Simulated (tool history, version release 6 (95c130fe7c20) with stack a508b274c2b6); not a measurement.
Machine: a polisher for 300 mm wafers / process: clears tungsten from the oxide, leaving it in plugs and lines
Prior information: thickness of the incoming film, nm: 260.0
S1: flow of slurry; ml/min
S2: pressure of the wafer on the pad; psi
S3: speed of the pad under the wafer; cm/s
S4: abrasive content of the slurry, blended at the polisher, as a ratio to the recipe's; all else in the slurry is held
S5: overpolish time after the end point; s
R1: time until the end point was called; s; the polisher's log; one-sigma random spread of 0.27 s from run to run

run	hour	S1	S2	S3	S4	S5	R1
1	0	280	4.1	126	1	48	41.429
2	4.2	280	4.3	126	1	48	40.72
3	8.5	280	4.5	128	1	48	37.858
4	9.5	280	4.7	128	1	48	36.468
5	16.1	280	5.3	128	1	48	32.053
6	21.7	280	5.3	128	1	51	32.368

Run 7, settings as shown, results not yet in. Your forecast:
7	24.4	280	5.4	128	1	51	?

{"run 7": {"R1": 31.553}}

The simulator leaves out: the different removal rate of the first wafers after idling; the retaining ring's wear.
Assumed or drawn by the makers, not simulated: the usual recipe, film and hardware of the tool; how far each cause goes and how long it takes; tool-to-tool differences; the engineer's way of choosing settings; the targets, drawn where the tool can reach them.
